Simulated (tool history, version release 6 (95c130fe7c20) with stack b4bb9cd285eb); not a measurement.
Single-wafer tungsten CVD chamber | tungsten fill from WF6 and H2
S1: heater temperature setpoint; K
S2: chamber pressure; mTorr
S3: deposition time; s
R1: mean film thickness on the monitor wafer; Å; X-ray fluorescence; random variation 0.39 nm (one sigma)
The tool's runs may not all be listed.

run 1 hour=0.0 | S1=653.15 S2=31900 S3=26.8 | R1=530.61
run 2 hour=5.0 | S1=657.15 S2=32000 S3=26.8 | R1=584.03
run 3 hour=9.7 | S1=660.15 S2=32100 S3=26.8 | R1=619.46
run 4 hour=18.5 | S1=660.15 S2=37800 S3=26.8 | R1=679.05
run 5 hour=21.0 | S1=662.15 S2=37800 S3=26.8 | R1=711.57
run 6 hour=23.6 | S1=664.15 S2=37800 S3=26.8 | R1=741.64
run 7 hour=31.4 | S1=664.15 S2=37800 S3=26.8 | R1=738.26
run 8 hour=32.6 | S1=664.15 S2=37800 S3=26.8 | R1=743.01
run 9 hour=39.2 | S1=665.15 S2=37800 S3=26.8 | R1=754.75
run 10 hour=44.5 | S1=666.15 S2=37800 S3=26.8 | R1=777.19
run 11 hour=45.0 | S1=666.15 S2=37800 S3=26.8 | R1=773.56
run 12 hour=54.0 | S1=666.15 S2=37800 S3=26.8 | R1=772.80
run 13 hour=55.7 | S1=667.15 S2=37800 S3=26.8 | R1=792.84
run 14 hour=61.4 | S1=668.15 S2=37800 S3=26.8 | R1=807.53

The next listed run, before its measurement:
-- hour=64.1 capacitance manometer re-zeroed and calibrated
run 15 hour=64.1 | S1=669.15 S2=37800 S3=26.8 | R1=?

R1: 798.52 Å
